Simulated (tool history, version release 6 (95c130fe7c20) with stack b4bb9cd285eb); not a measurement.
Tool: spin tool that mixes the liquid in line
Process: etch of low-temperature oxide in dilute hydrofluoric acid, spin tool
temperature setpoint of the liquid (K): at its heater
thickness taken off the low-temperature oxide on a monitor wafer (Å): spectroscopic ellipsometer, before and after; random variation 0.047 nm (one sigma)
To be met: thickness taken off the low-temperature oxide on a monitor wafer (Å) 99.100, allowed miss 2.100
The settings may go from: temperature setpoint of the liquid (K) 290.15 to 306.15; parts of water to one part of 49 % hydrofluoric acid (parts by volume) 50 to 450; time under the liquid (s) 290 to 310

| run | hour | temperature setpoint of the liquid (K) | parts of water to one part of 49 % hydrofluoric acid (parts by volume) | time under the liquid (s) | thickness taken off the low-temperature oxide on a monitor wafer (Å) |
|---|---|---|---|---|---|
| 1 | 0.0 | 298.15 | 250 | 290 | 182.240 |
| 2 | 7.8 | 298.15 | 250 | 290 | 184.370 |
| 3 | 11.7 | 298.15 | 250 | 290 | 182.700 |
| 4 | 12.8 | 295.15 | 250 | 290 | 163.150 |
| 5 | 15.4 | 292.15 | 250 | 290 | 145.170 |
| 6 | 18.0 | 291.65 | 265 | 290 | 134.660 |
| 7 | 18.6 | 291.15 | 280 | 290 | 122.280 |
| 8 | 19.9 | 291.15 | 290 | 290 | 117.500 |
| 9 | 24.1 | 291.15 | 295 | 290 | 114.860 |

Which of these 4 next moves meets every target?
| A | 28.3 | 291.15 | 265 | 305 | ? |
| B | 28.3 | 291.65 | 335 | 290 | ? |
| C | 28.3 | 290.15 | 310 | 290 | ? |
| D | 28.3 | 292.15 | 285 | 310 | ? |

| move | thickness taken off the low-temperature oxide on a monitor wafer (Å) |
|---|---|
| A | 138.350 |
| B | 99.829 |
| C | 104.190 |
| D | 133.400 |
A: further off than the last run
B: meets every target
C: nearer than the last run, and not there yet
D: further off than the last run
The right move is B.
